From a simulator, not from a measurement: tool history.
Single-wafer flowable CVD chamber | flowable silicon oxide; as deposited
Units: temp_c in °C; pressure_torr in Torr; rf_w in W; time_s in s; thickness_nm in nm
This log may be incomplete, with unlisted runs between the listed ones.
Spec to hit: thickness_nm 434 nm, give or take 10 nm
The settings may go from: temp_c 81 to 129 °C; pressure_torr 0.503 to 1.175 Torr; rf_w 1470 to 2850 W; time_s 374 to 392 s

run 1 day=0 | temp_c=105 pressure_torr=0.839 rf_w=2160 time_s=392 | thickness_nm=207.1
run 2 day=0.267 | temp_c=105 pressure_torr=0.839 rf_w=2015 time_s=392 | thickness_nm=203.97
run 3 day=0.454 | temp_c=95 pressure_torr=0.839 rf_w=2015 time_s=392 | thickness_nm=296.71
run 4 day=0.833 | temp_c=89 pressure_torr=0.839 rf_w=2015 time_s=392 | thickness_nm=365.43
run 5 day=1.192 | temp_c=89 pressure_torr=0.839 rf_w=2310 time_s=392 | thickness_nm=375.06
run 6 day=1.371 | temp_c=89 pressure_torr=0.839 rf_w=2070 time_s=392 | thickness_nm=370.24
run 7 day=1.571 | temp_c=89 pressure_torr=0.839 rf_w=2070 time_s=392 | thickness_nm=369.01
run 8 day=1.867 | temp_c=88 pressure_torr=0.839 rf_w=2070 time_s=392 | thickness_nm=380.38
run 9 day=2.029 | temp_c=87 pressure_torr=0.839 rf_w=2070 time_s=392 | thickness_nm=395.89
run 10 day=2.346 | temp_c=86 pressure_torr=0.839 rf_w=2070 time_s=392 | thickness_nm=407.63
run 11 day=2.679 | temp_c=85 pressure_torr=0.839 rf_w=2070 time_s=392 | thickness_nm=421.03

4 next moves are on the table. One of them brings every result within its allowed miss. Which?
run A day=3.012 | temp_c=87 pressure_torr=0.857 rf_w=2460 time_s=391 | thickness_nm=?
run B day=3.012 | temp_c=85 pressure_torr=0.805 rf_w=2165 time_s=392 | thickness_nm=?
run C day=3.012 | temp_c=90 pressure_torr=0.976 rf_w=2095 time_s=374 | thickness_nm=?
run D day=3.012 | temp_c=87 pressure_torr=0.945 rf_w=1840 time_s=392 | thickness_nm=?

move=A thickness_nm=414.69
move=B thickness_nm=409.83
move=C thickness_nm=395.68
move=D thickness_nm=430.64
A: further off than the last run
B: further off than the last run
C: further off than the last run
D: every result lands within tolerance
Go with D: it meets all targets.
